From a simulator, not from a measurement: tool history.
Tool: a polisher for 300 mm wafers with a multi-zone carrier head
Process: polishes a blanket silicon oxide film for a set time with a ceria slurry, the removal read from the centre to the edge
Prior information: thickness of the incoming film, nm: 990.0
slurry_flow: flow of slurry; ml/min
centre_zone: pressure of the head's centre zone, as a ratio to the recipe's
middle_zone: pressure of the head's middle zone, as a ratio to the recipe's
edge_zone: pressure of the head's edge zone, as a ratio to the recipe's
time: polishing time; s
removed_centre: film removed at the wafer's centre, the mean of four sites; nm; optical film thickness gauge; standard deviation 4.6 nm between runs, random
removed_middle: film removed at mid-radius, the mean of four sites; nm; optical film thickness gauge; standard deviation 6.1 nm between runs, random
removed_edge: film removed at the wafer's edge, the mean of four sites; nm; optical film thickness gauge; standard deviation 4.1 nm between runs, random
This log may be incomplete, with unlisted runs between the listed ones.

run 1 day=0 | slurry_flow=280 centre_zone=1 middle_zone=1 edge_zone=1 time=45 | removed_centre=383.12 removed_middle=384.34 removed_edge=386.92
run 2 day=0.233 | slurry_flow=280 centre_zone=1 middle_zone=1 edge_zone=0.93 time=45 | removed_centre=386.51 removed_middle=381.94 removed_edge=374.32
run 3 day=0.262 | slurry_flow=280 centre_zone=1 middle_zone=1 edge_zone=0.96 time=45 | removed_centre=386.56 removed_middle=383.38 removed_edge=383.4
run 4 day=0.396 | slurry_flow=280 centre_zone=1 middle_zone=0.96 edge_zone=0.96 time=45 | removed_centre=379.91 removed_middle=371.16 removed_edge=384.06
run 5 day=0.758 | slurry_flow=280 centre_zone=0.94 middle_zone=0.96 edge_zone=0.96 time=45 | removed_centre=360.31 removed_middle=374.03 removed_edge=382.75
run 6 day=0.871 | slurry_flow=280 centre_zone=0.99 middle_zone=0.96 edge_zone=0.96 time=45 | removed_centre=379.78 removed_middle=374.03 removed_edge=383.37
run 7 day=0.892 | slurry_flow=345 centre_zone=1.09 middle_zone=1.06 edge_zone=1.06 time=58 | removed_centre=543.11 removed_middle=521.32 removed_edge=521.96
run 8 day=0.921 | slurry_flow=345 centre_zone=1.09 middle_zone=1.09 edge_zone=1.07 time=59 | removed_centre=556.52 removed_middle=547.99 removed_edge=539.1

Predict the results of run 9:
run 9 day=1.258 | slurry_flow=345 centre_zone=1.1 middle_zone=1.11 edge_zone=1.08 time=60 | removed_centre=? removed_middle=? removed_edge=?

{"run 9": {"removed_centre": 563.33, "removed_middle": 572.28, "removed_edge": 540.61}}
